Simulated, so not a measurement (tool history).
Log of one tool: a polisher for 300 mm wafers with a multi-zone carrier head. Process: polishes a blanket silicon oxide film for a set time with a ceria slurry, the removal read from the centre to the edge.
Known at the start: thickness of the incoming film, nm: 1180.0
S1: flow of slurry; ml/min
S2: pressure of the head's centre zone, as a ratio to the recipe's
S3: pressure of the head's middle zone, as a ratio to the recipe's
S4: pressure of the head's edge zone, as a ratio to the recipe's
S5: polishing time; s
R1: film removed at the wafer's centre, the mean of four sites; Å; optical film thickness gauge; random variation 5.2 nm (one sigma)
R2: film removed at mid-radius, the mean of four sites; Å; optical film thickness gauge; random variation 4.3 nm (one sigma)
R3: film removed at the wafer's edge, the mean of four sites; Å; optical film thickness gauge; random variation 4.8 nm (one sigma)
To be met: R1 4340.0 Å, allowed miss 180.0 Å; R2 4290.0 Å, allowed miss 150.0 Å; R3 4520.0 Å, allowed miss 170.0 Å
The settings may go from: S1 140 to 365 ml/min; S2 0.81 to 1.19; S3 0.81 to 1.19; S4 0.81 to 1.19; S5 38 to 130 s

run,day,S1,S2,S3,S4,S5,R1,R2,R3
1,0.000,235,1.00,1.00,1.00,84,3051.6,3156.5,3146.6
2,0.158,190,1.00,1.00,1.00,84,2975.6,3159.7,3122.0
3,0.229,145,1.00,1.00,1.00,84,2861.1,3041.0,2985.1
4,0.458,145,1.00,1.08,1.00,84,2922.5,3203.4,3058.0
5,0.692,140,1.00,1.08,1.00,84,2859.4,3235.1,3042.5
6,0.812,155,1.02,1.08,1.03,87,3126.2,3346.9,3175.1
7,1.088,140,1.00,1.01,1.13,110,3858.6,3962.5,4239.9
8,1.217,150,1.01,1.02,1.14,110,3860.2,4055.1,4267.7
9,1.429,155,1.02,1.02,1.15,110,3929.8,4035.4,4368.6
10,1.492,155,1.02,1.02,1.15,110,3903.0,4048.6,4332.8
11,1.662,160,1.03,1.02,1.15,110,4012.3,4090.8,4211.9
12,1.975,165,1.03,1.02,1.16,111,3986.9,4111.8,4352.6
13,2.250,165,1.04,1.02,1.16,112,4153.9,4155.7,4368.7
14,2.512,170,1.04,1.02,1.16,112,4156.3,4184.6,4416.6

5 next moves are on the table. One of them brings every result within its allowed miss. Which?
A,2.775,140,1.01,0.99,1.18,113,?,?,?
B,2.775,185,0.92,0.96,1.19,120,?,?,?
C,2.775,140,0.93,0.85,1.19,126,?,?,?
D,2.775,185,0.97,0.91,1.19,125,?,?,?
E,2.775,245,1.05,1.01,1.13,113,?,?,?

move,R1,R2,R3
A,3867.1,4053.2,4372.6
B,3855.5,4314.2,4761.7
C,3964.0,3982.4,4906.4
D,4234.7,4296.5,4963.4
E,4269.9,4347.5,4446.3
A: further off than the last run
B: further off than the last run
C: further off than the last run
D: brings the result that was furthest off to its target, and leaves another outside
E: meets every target
The right move is E.

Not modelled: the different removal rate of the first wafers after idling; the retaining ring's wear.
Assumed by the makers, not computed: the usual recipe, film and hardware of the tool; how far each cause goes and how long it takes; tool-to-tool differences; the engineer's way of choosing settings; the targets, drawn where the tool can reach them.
